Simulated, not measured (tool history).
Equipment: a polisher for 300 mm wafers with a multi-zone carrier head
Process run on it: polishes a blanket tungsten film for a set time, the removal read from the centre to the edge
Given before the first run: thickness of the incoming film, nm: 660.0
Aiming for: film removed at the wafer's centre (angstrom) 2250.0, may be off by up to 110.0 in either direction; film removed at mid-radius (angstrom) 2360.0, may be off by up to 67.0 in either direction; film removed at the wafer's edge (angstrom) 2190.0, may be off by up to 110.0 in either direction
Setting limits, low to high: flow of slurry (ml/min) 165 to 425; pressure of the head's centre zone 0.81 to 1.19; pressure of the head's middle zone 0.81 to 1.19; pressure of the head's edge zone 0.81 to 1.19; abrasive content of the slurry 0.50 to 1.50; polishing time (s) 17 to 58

run,day,flow of slurry (ml/min),pressure of the head's centre zone,pressure of the head's middle zone,pressure of the head's edge zone,abrasive content of the slurry,polishing time (s),film removed at the wafer's centre (angstrom),film removed at mid-radius (angstrom),film removed at the wafer's edge (angstrom)
1,0.000,275,1.00,1.00,1.00,1.00,37,1401.8,1337.2,1391.5
2,0.179,335,1.00,1.00,1.00,1.00,37,1454.0,1351.0,1442.2
3,0.238,365,1.00,1.00,1.00,1.00,37,1438.0,1351.4,1421.2
4,0.262,365,1.00,1.00,1.00,1.00,44,1744.2,1629.6,1651.1
5,0.575,365,1.07,1.00,1.00,1.00,44,1812.9,1616.5,1661.7
6,0.829,365,1.06,1.03,1.02,1.10,45,1881.4,1737.4,1755.7
7,0.988,370,1.03,1.13,1.08,1.35,50,2132.1,2183.8,2120.7
8,1.342,370,1.03,1.14,1.08,1.40,50,2197.7,2228.5,2125.2
9,1.600,370,1.03,1.15,1.08,1.40,50,2121.4,2248.6,2152.8

Which one of the following 5 next-run settings gets every result inside its allowed miss? There is exactly one.
A,1.858,325,0.93,1.10,1.16,1.45,51,?,?,?
B,1.858,380,1.05,1.18,1.08,1.50,51,?,?,?
C,1.858,365,0.99,1.19,1.11,1.40,48,?,?,?
D,1.858,390,0.94,1.14,1.14,1.40,48,?,?,?
E,1.858,365,0.98,1.19,1.10,1.45,48,?,?,?

move,film removed at the wafer's centre (angstrom),film removed at mid-radius (angstrom),film removed at the wafer's edge (angstrom)
A,2004.9,2182.4,2206.5
B,2300.3,2365.2,2162.8
C,2008.8,2201.2,2026.7
D,1922.6,2132.3,2064.0
E,2005.4,2219.0,2033.5
A: lands further from the targets than the last run did
B: all results in spec
C: lands further from the targets than the last run did
D: lands further from the targets than the last run did
E: lands further from the targets than the last run did
The right move is B.
